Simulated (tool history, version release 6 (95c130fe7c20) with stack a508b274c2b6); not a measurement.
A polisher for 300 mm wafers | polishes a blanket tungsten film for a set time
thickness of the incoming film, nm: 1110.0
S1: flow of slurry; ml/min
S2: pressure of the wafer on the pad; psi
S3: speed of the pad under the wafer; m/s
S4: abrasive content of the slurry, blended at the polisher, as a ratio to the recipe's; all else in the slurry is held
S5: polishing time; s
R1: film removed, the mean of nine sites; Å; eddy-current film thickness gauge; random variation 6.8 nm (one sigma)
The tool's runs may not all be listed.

{"run": 1, "hour": 0.0, "S1": 150, "S2": 4.1, "S3": 1.02, "S4": 1.0, "S5": 87, "R1": 3747.1}
{"run": 2, "hour": 5.1, "S1": 150, "S2": 4.1, "S3": 1.02, "S4": 0.8, "S5": 87, "R1": 3717.9}
{"run": 3, "hour": 12.1, "S1": 150, "S2": 4.3, "S3": 1.02, "S4": 0.8, "S5": 87, "R1": 3827.0}
{"run": 4, "hour": 17.0, "S1": 170, "S2": 4.3, "S3": 1.02, "S4": 0.8, "S5": 87, "R1": 3951.4}
{"run": 5, "hour": 24.4, "S1": 170, "S2": 4.3, "S3": 1.02, "S4": 0.8, "S5": 92, "R1": 4148.0}
{"run": 6, "hour": 28.0, "S1": 170, "S2": 4.0, "S3": 1.02, "S4": 0.8, "S5": 92, "R1": 3767.3}
{"run": 7, "hour": 32.5, "S1": 170, "S2": 4.2, "S3": 1.02, "S4": 0.8, "S5": 92, "R1": 4015.3}
{"run": 8, "hour": 39.7, "S1": 170, "S2": 4.4, "S3": 1.02, "S4": 0.8, "S5": 92, "R1": 4278.0}
{"run": 9, "hour": 43.0, "S1": 170, "S2": 4.5, "S3": 1.02, "S4": 0.8, "S5": 92, "R1": 4379.8}
{"run": 10, "hour": 44.5, "S1": 170, "S2": 4.6, "S3": 1.02, "S4": 0.8, "S5": 92, "R1": 4416.6}

The next listed run, before its measurement:
{"run": 11, "hour": 49.3, "S1": 170, "S2": 4.7, "S3": 1.02, "S4": 0.8, "S5": 92, "R1": "?"}

Run 11 gave R1 4578.9 Å.

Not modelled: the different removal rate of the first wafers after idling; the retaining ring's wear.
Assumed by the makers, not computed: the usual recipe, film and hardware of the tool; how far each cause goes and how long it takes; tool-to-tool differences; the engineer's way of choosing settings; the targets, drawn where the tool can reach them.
